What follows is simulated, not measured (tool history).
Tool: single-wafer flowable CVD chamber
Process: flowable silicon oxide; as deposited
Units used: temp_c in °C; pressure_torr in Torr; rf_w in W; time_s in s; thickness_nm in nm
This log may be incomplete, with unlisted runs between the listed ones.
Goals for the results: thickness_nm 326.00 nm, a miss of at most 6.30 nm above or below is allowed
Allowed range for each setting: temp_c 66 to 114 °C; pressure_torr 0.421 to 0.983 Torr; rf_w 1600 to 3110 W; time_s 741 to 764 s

run  hour  temp_c  pressure_torr  rf_w  time_s  thickness_nm
  1   0.0      90          0.702  2355     741        577.78
  2   4.8      93          0.702  2355     741        527.12
  3  12.6      95          0.702  2355     741        502.14
  4  17.2      95          0.702  2125     741        486.58
  5  20.4      95          0.588  2125     741        421.74
  6  23.4      96          0.588  2125     741        410.06
  7  29.9      97          0.588  2125     741        397.75
  8  31.5      98          0.588  2125     741        388.87
  9  33.7      99          0.588  2125     741        377.23
 10  39.8     100          0.588  2125     741        364.72
 11  44.8     101          0.588  2125     741        355.55
 12  51.8     103          0.588  2125     741        333.80

Which one of the following 4 next-run settings gets every result inside its allowed miss? There is exactly one.
  A  58.8     106          0.652  2205     747             ?
  B  58.8     105          0.601  2230     741             ?
  C  58.8     102          0.577  2020     754             ?
  D  58.8     107          0.757  1600     741             ?

move  thickness_nm
   A        337.14
   B        322.93
   C        341.18
   D        338.87
A: moves away from the targets compared with the last run
B: hits every target within its allowed miss
C: moves away from the targets compared with the last run
D: moves away from the targets compared with the last run
B is the move that brings every result within its allowed miss.

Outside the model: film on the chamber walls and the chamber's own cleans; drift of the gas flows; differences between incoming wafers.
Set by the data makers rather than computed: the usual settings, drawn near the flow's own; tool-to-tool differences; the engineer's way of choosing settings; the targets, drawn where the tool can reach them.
